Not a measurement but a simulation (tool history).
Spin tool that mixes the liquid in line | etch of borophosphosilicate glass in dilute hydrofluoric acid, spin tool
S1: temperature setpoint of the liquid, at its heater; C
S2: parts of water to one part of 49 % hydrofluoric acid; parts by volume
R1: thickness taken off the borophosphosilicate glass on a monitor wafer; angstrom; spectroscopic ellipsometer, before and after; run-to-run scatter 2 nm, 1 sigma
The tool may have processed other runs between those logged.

Run 1, hour 0: S1 25 C, S2 80 parts by volume, time under the liquid (s) 105. Result: R1 757.57 angstrom.
Run 2, hour 8.3: S1 25 C, S2 100 parts by volume, time under the liquid (s) 105. Result: R1 590.06 angstrom.
Run 3, hour 14.5: S1 22 C, S2 100 parts by volume, time under the liquid (s) 105. Result: R1 526.15 angstrom.
Run 4, hour 15.3: S1 24.5 C, S2 80 parts by volume, time under the liquid (s) 105. Result: R1 740.55 angstrom.
At hour 22.8: hydrofluoric acid flow meter replaced.
Run 5, hour 22.8: S1 24.5 C, S2 95 parts by volume, time under the liquid (s) 105. Result: R1 711.25 angstrom.
Run 6, hour 28.8: S1 26.5 C, S2 75 parts by volume, time under the liquid (s) 105. Result: R1 996.97 angstrom.
Run 7, hour 35.9: S1 28 C, S2 65 parts by volume, time under the liquid (s) 105. Result: R1 1251.2 angstrom.
Run 8, hour 39.7: S1 29 C, S2 60 parts by volume, time under the liquid (s) 105. Result: R1 1404.3 angstrom.

Run 9 has not been measured yet. What should we expect?
Run 9, hour 42.3: S1 29 C, S2 60 parts by volume, time under the liquid (s) 105. Result: R1 ?.

For run 9 the tool returned R1 1407.5 angstrom.
